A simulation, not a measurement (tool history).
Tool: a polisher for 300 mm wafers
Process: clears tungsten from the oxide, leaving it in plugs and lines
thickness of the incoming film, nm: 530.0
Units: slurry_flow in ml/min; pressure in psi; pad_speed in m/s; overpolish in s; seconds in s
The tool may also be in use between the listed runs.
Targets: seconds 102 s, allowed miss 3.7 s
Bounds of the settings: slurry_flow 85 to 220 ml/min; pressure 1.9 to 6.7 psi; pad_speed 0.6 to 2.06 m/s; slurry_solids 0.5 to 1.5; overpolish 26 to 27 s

run	hour	slurry_flow	pressure	pad_speed	slurry_solids	overpolish	seconds
1	0	140	4.3	1.32	1	26	78.983
2	1.6	140	4.8	1.32	1	26	70.244
3	3.5	135	4.5	1.32	1	26	74.099
4	6.4	135	5.3	1.32	1	26	64.633
5	14.1	135	4.9	1.32	1	26	69.333
6	19.2	135	4.9	1.48	1	26	63.302
7	22.8	135	4.5	1.48	1	26	66.896
8	28.9	135	4.1	1.48	1	26	72.369
9	32.9	135	3.8	1.48	1	26	76.565
10	41	135	3.5	1.48	1	26	81.968
11	46.5	120	2.5	1.46	1	26	107.97
12	52.2	125	2.5	1.46	1	26	107.05

Which of these 5 next moves meets every target?
A	57.9	135	2.3	1.52	0.8	26	?
B	57.9	150	3	1.38	1.05	27	?
C	57.9	135	2.7	1.58	1	26	?
D	57.9	105	2.8	1.44	1.05	26	?
E	57.9	100	2.6	1.46	0.9	26	?

move	seconds
A	117.25
B	96.343
C	94.369
D	104.56
E	115.18
A: further off than the last run
B: takes the result that was furthest off past its target
C: takes the result that was furthest off past its target
D: meets every target
E: further off than the last run
Answer: D
